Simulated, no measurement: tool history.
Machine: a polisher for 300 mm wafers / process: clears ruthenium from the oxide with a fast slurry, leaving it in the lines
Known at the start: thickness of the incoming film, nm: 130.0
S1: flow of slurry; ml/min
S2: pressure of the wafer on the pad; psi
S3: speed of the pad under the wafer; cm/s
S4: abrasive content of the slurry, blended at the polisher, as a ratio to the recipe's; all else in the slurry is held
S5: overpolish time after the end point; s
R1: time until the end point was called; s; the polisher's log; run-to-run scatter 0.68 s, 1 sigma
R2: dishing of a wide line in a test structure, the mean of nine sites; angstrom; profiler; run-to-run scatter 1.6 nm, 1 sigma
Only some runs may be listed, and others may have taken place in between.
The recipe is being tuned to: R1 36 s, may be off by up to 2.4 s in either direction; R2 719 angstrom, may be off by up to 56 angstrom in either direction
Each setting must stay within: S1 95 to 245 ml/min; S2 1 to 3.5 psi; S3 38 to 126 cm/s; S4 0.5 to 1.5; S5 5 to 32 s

run,hour,S1,S2,S3,S4,S5,R1,R2
1,0,155,2.2,82,1,16,55.019,294.34
2,2.9,155,2.5,84,1,19,48.53,395.59
3,6.2,155,2.7,84,1,21,43.671,453.45
4,8.6,130,2.7,84,1,21,45.766,442.79
5,12.8,135,2.8,86,1,23,41.287,505.62
6,18.9,135,2.5,86,1,23,47.334,458.28
7,24.6,140,2.7,86,1,24,43.443,500.42
8,32.6,140,2.8,86,1,26,42.69,575.4

Exercise: of the 5 proposed moves below, exactly one satisfies all targets within the stated allowed misses. Which move is it?
A,40.6,155,2.9,94,1.1,28,?,?
B,40.6,140,2.6,110,1.1,14,?,?
C,40.6,170,3.5,82,0.95,17,?,?
D,40.6,145,3.5,80,0.9,16,?,?
E,40.6,140,2.6,82,0.95,25,?,?

move,R1,R2
A,35.458,712.61
B,34.465,403.25
C,34.97,472.96
D,37.529,421.08
E,48.363,499.05
A: each result inside its tolerance
B: the furthest-off result lands on target, but another misses its tolerance
C: the furthest-off result lands on target, but another misses its tolerance
D: the furthest-off result lands on target, but another misses its tolerance
E: further off than the last run
Move A is the one to make.

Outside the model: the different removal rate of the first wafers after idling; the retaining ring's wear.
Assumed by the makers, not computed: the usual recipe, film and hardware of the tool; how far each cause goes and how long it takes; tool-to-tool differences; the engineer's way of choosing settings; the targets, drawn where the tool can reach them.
